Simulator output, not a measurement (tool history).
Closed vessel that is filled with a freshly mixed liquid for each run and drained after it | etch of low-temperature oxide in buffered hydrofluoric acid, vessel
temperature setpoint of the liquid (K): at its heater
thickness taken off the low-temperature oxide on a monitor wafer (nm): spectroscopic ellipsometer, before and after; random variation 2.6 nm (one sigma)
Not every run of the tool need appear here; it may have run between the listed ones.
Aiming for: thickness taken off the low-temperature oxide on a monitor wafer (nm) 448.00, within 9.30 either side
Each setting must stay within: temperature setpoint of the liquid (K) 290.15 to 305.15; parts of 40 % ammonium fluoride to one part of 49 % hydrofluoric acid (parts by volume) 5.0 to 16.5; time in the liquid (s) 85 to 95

run	day	temperature setpoint of the liquid (K)	parts of 40 % ammonium fluoride to one part of 49 % hydrofluoric acid (parts by volume)	time in the liquid (s)	thickness taken off the low-temperature oxide on a monitor wafer (nm)
1	0.000	298.15	10.0	85	278.77
2	0.096	298.15	10.0	85	281.90
3	0.117	298.15	10.0	85	283.36
4	0.258	298.15	12.0	85	234.78
5	0.433	299.15	11.5	85	258.49
6	0.729	299.15	13.0	85	231.69
7	0.962	300.15	12.5	85	251.49
8	0.996	304.15	9.5	85	400.08
9	1.054	304.65	9.0	85	424.08
10	1.208	305.15	9.0	85	435.90
11	1.388	305.15	8.5	85	464.54

4 next moves are on the table. One of them brings every result within its allowed miss. Which?
A	1.567	305.15	9.0	95	?
B	1.567	305.15	8.5	90	?
C	1.567	304.65	8.5	90	?
D	1.567	305.15	9.5	90	?

move	thickness taken off the low-temperature oxide on a monitor wafer (nm)
A	482.15
B	485.96
C	473.54
D	441.56
A: moves away from the targets compared with the last run
B: moves away from the targets compared with the last run
C: moves away from the targets compared with the last run
D: all results land within tolerance of their targets
The move that meets every target is D.
